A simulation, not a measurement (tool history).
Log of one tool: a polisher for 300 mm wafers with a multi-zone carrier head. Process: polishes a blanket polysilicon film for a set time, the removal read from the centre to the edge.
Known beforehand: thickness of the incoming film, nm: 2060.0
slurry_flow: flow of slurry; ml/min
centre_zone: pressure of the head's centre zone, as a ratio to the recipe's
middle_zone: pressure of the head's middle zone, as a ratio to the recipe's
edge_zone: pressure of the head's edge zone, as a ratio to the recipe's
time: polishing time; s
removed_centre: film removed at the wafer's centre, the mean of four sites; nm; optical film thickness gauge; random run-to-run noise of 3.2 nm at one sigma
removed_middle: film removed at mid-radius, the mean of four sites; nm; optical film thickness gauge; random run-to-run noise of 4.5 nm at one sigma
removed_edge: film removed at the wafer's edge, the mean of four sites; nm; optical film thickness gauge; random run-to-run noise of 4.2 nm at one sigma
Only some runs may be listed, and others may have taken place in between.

| run | hour | slurry_flow | centre_zone | middle_zone | edge_zone | time | removed_centre | removed_middle | removed_edge |
|---|---|---|---|---|---|---|---|---|---|
| 1 | 0.0 | 175 | 1.00 | 1.00 | 1.00 | 31 | 232.85 | 224.54 | 247.89 |
| 2 | 4.4 | 175 | 1.00 | 1.00 | 1.07 | 31 | 233.97 | 229.94 | 245.69 |
| 3 | 11.8 | 175 | 0.98 | 1.00 | 1.07 | 33 | 239.23 | 241.38 | 276.19 |
| 4 | 14.5 | 180 | 0.98 | 1.02 | 1.07 | 34 | 249.23 | 258.54 | 280.29 |
| 5 | 19.9 | 220 | 0.98 | 1.02 | 1.07 | 34 | 253.63 | 261.03 | 284.89 |
| 6 | 27.9 | 220 | 0.98 | 1.03 | 1.07 | 35 | 264.83 | 273.95 | 288.34 |
| 7 | 31.6 | 220 | 0.98 | 1.03 | 1.07 | 35 | 260.53 | 276.03 | 289.70 |
| 8 | 33.4 | 220 | 0.98 | 1.03 | 1.07 | 36 | 268.91 | 277.14 | 303.80 |

Run 9 comes next. What will it give?
| 9 | 39.0 | 220 | 0.98 | 1.04 | 1.07 | 37 | ? | ? | ? |

Run 9 gave removed_centre 271.78 nm, removed_middle 293.31 nm, removed_edge 305.75 nm.
